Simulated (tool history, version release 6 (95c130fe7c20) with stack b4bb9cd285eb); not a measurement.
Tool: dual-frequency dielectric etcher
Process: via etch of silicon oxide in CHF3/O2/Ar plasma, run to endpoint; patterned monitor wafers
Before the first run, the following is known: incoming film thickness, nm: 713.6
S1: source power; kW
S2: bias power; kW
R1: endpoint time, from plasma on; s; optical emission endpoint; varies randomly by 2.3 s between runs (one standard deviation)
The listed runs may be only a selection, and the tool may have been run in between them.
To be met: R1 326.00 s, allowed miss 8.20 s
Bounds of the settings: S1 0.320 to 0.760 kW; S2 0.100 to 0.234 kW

| run | day | S1 | S2 | R1 |
|---|---|---|---|---|
| 1 | 0.000 | 0.540 | 0.167 | 362.98 |
| 2 | 0.317 | 0.550 | 0.168 | 359.29 |
| 3 | 0.429 | 0.460 | 0.168 | 382.75 |
| 4 | 0.746 | 0.480 | 0.170 | 377.90 |
| 5 | 1.079 | 0.520 | 0.170 | 366.20 |
| 6 | 1.204 | 0.620 | 0.170 | 341.04 |
| 7 | 1.446 | 0.630 | 0.171 | 336.97 |
| 8 | 1.529 | 0.650 | 0.173 | 332.76 |

4 candidate next runs follow, results not yet known. Just one meets every target within its allowed miss. Identify it.
| A | 1.612 | 0.600 | 0.163 | ? |
| B | 1.612 | 0.730 | 0.158 | ? |
| C | 1.612 | 0.640 | 0.166 | ? |
| D | 1.612 | 0.700 | 0.216 | ? |

| move | R1 |
|---|---|
| A | 348.96 |
| B | 325.25 |
| C | 338.27 |
| D | 302.25 |
A: lands further from the targets than the last run did
B: all results in spec
C: lands further from the targets than the last run did
D: carries the result that was furthest off beyond its target, to the other side
Correct choice: B, which meets every target
